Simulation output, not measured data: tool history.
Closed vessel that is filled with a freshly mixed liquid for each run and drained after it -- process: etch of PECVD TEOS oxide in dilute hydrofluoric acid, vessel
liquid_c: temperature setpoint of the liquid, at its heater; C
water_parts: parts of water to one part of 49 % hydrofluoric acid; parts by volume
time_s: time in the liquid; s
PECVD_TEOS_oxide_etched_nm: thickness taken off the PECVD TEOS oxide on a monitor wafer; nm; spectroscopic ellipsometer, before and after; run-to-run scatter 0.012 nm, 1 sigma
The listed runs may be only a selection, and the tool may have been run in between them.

{"run": 1, "hour": 0.0, "liquid_c": 24.0, "water_parts": 120, "time_s": 30, "PECVD_TEOS_oxide_etched_nm": 2.9225}
{"run": 2, "hour": 1.1, "liquid_c": 24.0, "water_parts": 120, "time_s": 30, "PECVD_TEOS_oxide_etched_nm": 2.9296}
{"run": 3, "hour": 8.6, "liquid_c": 24.5, "water_parts": 120, "time_s": 30, "PECVD_TEOS_oxide_etched_nm": 2.979}
{"run": 4, "hour": 10.5, "liquid_c": 21.5, "water_parts": 120, "time_s": 30, "PECVD_TEOS_oxide_etched_nm": 2.6467}
{"run": 5, "hour": 18.7, "liquid_c": 22.5, "water_parts": 120, "time_s": 30, "PECVD_TEOS_oxide_etched_nm": 2.7607}
{"run": 6, "hour": 24.7, "liquid_c": 24.0, "water_parts": 120, "time_s": 30, "PECVD_TEOS_oxide_etched_nm": 2.9318}
{"run": 7, "hour": 30.4, "liquid_c": 24.5, "water_parts": 120, "time_s": 30, "PECVD_TEOS_oxide_etched_nm": 2.9896}
{"run": 8, "hour": 36.8, "liquid_c": 25.0, "water_parts": 120, "time_s": 30, "PECVD_TEOS_oxide_etched_nm": 3.0363}

Run 9, settings as shown, results not yet in. Your forecast:
{"run": 9, "hour": 39.6, "liquid_c": 25.5, "water_parts": 120, "time_s": 30, "PECVD_TEOS_oxide_etched_nm": "?"}

PECVD_TEOS_oxide_etched_nm: 3.1028 nm
